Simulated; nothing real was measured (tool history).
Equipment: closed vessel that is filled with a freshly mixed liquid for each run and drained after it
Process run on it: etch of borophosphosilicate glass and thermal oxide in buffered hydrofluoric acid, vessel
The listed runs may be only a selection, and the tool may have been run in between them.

run  hour  temperature setpoint of the liquid (K)  parts of 40 % ammonium fluoride to one part of 49 % hydrofluoric acid (parts by volume)  time in the liquid (s)  thickness taken off the borophosphosilicate glass on a monitor wafer (Å)  thickness taken off the thermal oxide on a monitor wafer (Å)
  1     0                                  298.15                                                                                       10                      60                                                                    2188.4                                                        698.61
  2   5.4                                  298.15                                                                                       11                      60                                                                    2014.6                                                        637.55
  3   6.8                                  300.15                                                                                       11                      60                                                                    2266.4                                                        711.54
  4   9.1                                  301.65                                                                                       10                      60                                                                    2646.6                                                        833.76
     14.5  -- thermometer replaced
  5  14.5                                  303.15                                                                                       10                      60                                                                    2769.9                                                        848.63
  6    17                                  305.15                                                                                       10                      60                                                                    3037.9                                                        964.25
  7  18.6                                  305.15                                                                                        9                      60                                                                    3271.7                                                        1029.8
  8  21.5                                  305.15                                                                                        8                      60                                                                      3682                                                        1167.4

Run 9, settings as shown, results not yet in. Your forecast:
  9    30                                  305.15                                                                                      7.5                      60                                                                         ?                                                             ?

thickness taken off the borophosphosilicate glass on a monitor wafer (Å): 3900.5
thickness taken off the thermal oxide on a monitor wafer (Å): 1245.8
